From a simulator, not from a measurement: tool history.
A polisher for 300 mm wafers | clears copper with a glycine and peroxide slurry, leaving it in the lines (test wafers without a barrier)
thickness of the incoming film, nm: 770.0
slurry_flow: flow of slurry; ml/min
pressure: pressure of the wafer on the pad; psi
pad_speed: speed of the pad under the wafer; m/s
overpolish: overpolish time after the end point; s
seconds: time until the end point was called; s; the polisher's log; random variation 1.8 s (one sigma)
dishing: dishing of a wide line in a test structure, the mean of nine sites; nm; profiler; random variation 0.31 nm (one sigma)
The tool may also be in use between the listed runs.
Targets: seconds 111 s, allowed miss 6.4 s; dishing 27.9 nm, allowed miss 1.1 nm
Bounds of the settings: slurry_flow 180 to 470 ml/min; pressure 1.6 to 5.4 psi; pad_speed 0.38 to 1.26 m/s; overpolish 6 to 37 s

{"run": 1, "hour": 0.0, "slurry_flow": 300, "pressure": 3.5, "pad_speed": 0.82, "overpolish": 19, "seconds": 135.51, "dishing": 60.283}
{"run": 2, "hour": 2.1, "slurry_flow": 260, "pressure": 2.9, "pad_speed": 0.96, "overpolish": 15, "seconds": 142.83, "dishing": 48.759}
{"run": 3, "hour": 3.1, "slurry_flow": 235, "pressure": 2.6, "pad_speed": 1.06, "overpolish": 12, "seconds": 138.58, "dishing": 40.952}
{"run": 4, "hour": 9.4, "slurry_flow": 235, "pressure": 2.1, "pad_speed": 1.06, "overpolish": 12, "seconds": 159.69, "dishing": 36.654}
{"run": 5, "hour": 11.7, "slurry_flow": 215, "pressure": 2.1, "pad_speed": 1.12, "overpolish": 10, "seconds": 151.87, "dishing": 31.762}
{"run": 6, "hour": 16.2, "slurry_flow": 205, "pressure": 2.3, "pad_speed": 1.16, "overpolish": 9, "seconds": 141.06, "dishing": 32.184}
{"run": 7, "hour": 22.3, "slurry_flow": 195, "pressure": 2.4, "pad_speed": 1.2, "overpolish": 8, "seconds": 136.45, "dishing": 29.857}
{"run": 8, "hour": 30.5, "slurry_flow": 190, "pressure": 2.6, "pad_speed": 1.22, "overpolish": 7, "seconds": 128.39, "dishing": 28.253}
{"run": 9, "hour": 36.4, "slurry_flow": 185, "pressure": 2.8, "pad_speed": 1.24, "overpolish": 7, "seconds": 119.07, "dishing": 29.456}
{"run": 10, "hour": 40.0, "slurry_flow": 185, "pressure": 2.9, "pad_speed": 1.24, "overpolish": 7, "seconds": 116.23, "dishing": 30.986}
{"run": 11, "hour": 42.4, "slurry_flow": 180, "pressure": 2.8, "pad_speed": 1.26, "overpolish": 6, "seconds": 121.46, "dishing": 26.379}

Which of these 5 next moves meets every target?
{"run": "A", "hour": 44.8, "slurry_flow": 205, "pressure": 2.6, "pad_speed": 1.18, "overpolish": 6, "seconds": "?", "dishing": "?"}
{"run": "B", "hour": 44.8, "slurry_flow": 180, "pressure": 3.1, "pad_speed": 1.26, "overpolish": 6, "seconds": "?", "dishing": "?"}
{"run": "C", "hour": 44.8, "slurry_flow": 180, "pressure": 2.5, "pad_speed": 1.12, "overpolish": 8, "seconds": "?", "dishing": "?"}
{"run": "D", "hour": 44.8, "slurry_flow": 185, "pressure": 2.7, "pad_speed": 1.26, "overpolish": 6, "seconds": "?", "dishing": "?"}
{"run": "E", "hour": 44.8, "slurry_flow": 185, "pressure": 2.5, "pad_speed": 1.16, "overpolish": 8, "seconds": "?", "dishing": "?"}

move=A seconds=128.21 dishing=24.759
move=B seconds=109.38 dishing=28.528
move=C seconds=140.58 dishing=29.363
move=D seconds=120.22 dishing=26.195
move=E seconds=135.9 dishing=30.207
A: further off than the last run
B: meets every target
C: further off than the last run
D: nearer than the last run, and not there yet
E: further off than the last run
Answer: B

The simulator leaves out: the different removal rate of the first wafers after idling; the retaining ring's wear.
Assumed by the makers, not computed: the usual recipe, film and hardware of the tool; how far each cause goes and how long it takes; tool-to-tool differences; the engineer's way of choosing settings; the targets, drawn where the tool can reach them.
